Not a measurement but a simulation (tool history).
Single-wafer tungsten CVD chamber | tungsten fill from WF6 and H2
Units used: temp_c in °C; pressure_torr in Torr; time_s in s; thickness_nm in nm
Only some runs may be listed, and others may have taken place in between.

Run 1, hour 0.0: temp_c 395 °C, pressure_torr 52.4 Torr, time_s 26.6 s. Result: thickness_nm 99.732 nm.
Run 2, hour 3.2: temp_c 395 °C, pressure_torr 52.4 Torr, time_s 27.5 s. Result: thickness_nm 101.580 nm.
Run 3, hour 6.4: temp_c 395 °C, pressure_torr 52.4 Torr, time_s 26.6 s. Result: thickness_nm 98.895 nm.
Run 4, hour 10.0: temp_c 395 °C, pressure_torr 52.4 Torr, time_s 26.6 s. Result: thickness_nm 99.279 nm.
Run 5, hour 12.4: temp_c 396 °C, pressure_torr 52.5 Torr, time_s 26.6 s. Result: thickness_nm 101.270 nm.
Run 6, hour 14.4: temp_c 397 °C, pressure_torr 52.5 Torr, time_s 26.6 s. Result: thickness_nm 100.790 nm.
Run 7, hour 20.2: temp_c 397 °C, pressure_torr 52.5 Torr, time_s 26.6 s. Result: thickness_nm 102.540 nm.

What does the tool deliver on the next run?
At hour 26.6: thermocouple changed; heater temperature recalibrated.
Run 8, hour 26.6: temp_c 398 °C, pressure_torr 52.6 Torr, time_s 26.6 s. Result: thickness_nm ?.

For run 8 the tool returned thickness_nm 98.109 nm.
